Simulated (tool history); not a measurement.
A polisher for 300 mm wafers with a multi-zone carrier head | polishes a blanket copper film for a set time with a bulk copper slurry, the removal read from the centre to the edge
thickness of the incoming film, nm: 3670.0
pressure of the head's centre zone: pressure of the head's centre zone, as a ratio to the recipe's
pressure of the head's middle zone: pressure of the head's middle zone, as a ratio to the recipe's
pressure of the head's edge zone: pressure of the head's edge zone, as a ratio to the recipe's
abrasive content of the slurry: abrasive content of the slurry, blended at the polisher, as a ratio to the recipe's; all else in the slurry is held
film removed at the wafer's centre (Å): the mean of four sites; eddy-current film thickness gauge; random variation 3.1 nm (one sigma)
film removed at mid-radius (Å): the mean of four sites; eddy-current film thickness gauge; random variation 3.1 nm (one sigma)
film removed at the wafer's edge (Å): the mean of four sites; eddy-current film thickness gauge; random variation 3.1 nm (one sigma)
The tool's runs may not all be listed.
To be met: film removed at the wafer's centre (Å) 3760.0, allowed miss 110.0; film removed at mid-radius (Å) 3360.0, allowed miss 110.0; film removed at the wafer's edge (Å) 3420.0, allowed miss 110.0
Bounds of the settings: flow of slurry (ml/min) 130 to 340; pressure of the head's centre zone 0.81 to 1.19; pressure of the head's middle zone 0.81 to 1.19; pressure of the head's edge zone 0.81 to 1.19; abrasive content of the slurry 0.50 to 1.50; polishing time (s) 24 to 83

| run | hour | flow of slurry (ml/min) | pressure of the head's centre zone | pressure of the head's middle zone | pressure of the head's edge zone | abrasive content of the slurry | polishing time (s) | film removed at the wafer's centre (Å) | film removed at mid-radius (Å) | film removed at the wafer's edge (Å) |
|---|---|---|---|---|---|---|---|---|---|---|
| 1 | 0.0 | 220 | 1.00 | 1.00 | 1.00 | 1.00 | 53 | 4147.5 | 4005.3 | 3908.4 |
| 2 | 4.7 | 210 | 0.99 | 0.96 | 0.96 | 0.95 | 53 | 4047.4 | 3800.3 | 3719.5 |
| 3 | 11.5 | 210 | 1.06 | 0.96 | 0.96 | 0.95 | 53 | 4283.4 | 3841.2 | 3738.8 |
| 4 | 19.4 | 245 | 1.06 | 0.96 | 0.96 | 0.95 | 53 | 4347.0 | 3907.8 | 3784.4 |
| 5 | 22.3 | 235 | 1.02 | 0.93 | 0.94 | 0.90 | 53 | 4096.1 | 3758.5 | 3769.5 |
| 6 | 25.1 | 220 | 1.02 | 0.91 | 0.91 | 0.85 | 53 | 4031.9 | 3654.6 | 3664.8 |
| 7 | 33.9 | 210 | 1.02 | 0.89 | 0.89 | 0.80 | 53 | 3899.6 | 3532.1 | 3508.3 |
| 8 | 41.6 | 200 | 1.02 | 0.88 | 0.89 | 0.80 | 53 | 3924.1 | 3464.8 | 3462.5 |
| 9 | 49.0 | 195 | 1.01 | 0.87 | 0.89 | 0.80 | 53 | 3953.8 | 3456.8 | 3473.6 |
| 10 | 56.6 | 175 | 0.96 | 0.85 | 0.88 | 0.75 | 53 | 3555.1 | 3254.2 | 3434.3 |
| 11 | 59.7 | 180 | 0.97 | 0.85 | 0.88 | 0.75 | 53 | 3641.7 | 3320.8 | 3380.1 |

5 next moves are on the table. One of them brings every result within its allowed miss. Which?
| A | 62.8 | 195 | 0.99 | 0.85 | 0.88 | 0.65 | 55 | ? | ? | ? |
| B | 62.8 | 205 | 0.92 | 0.82 | 0.86 | 0.90 | 51 | ? | ? | ? |
| C | 62.8 | 195 | 0.98 | 0.84 | 0.89 | 0.70 | 51 | ? | ? | ? |
| D | 62.8 | 155 | 0.93 | 0.81 | 0.86 | 0.80 | 54 | ? | ? | ? |
| E | 62.8 | 135 | 0.89 | 0.82 | 0.82 | 0.75 | 59 | ? | ? | ? |

| move | film removed at the wafer's centre (Å) | film removed at mid-radius (Å) | film removed at the wafer's edge (Å) |
|---|---|---|---|
| A | 3805.4 | 3384.0 | 3432.6 |
| B | 3536.8 | 3318.5 | 3393.1 |
| C | 3547.5 | 3166.3 | 3250.0 |
| D | 3537.7 | 3275.8 | 3407.0 |
| E | 3560.1 | 3479.6 | 3539.3 |
A: meets every target
B: further off than the last run
C: further off than the last run
D: further off than the last run
E: further off than the last run
Move A is the one to make.
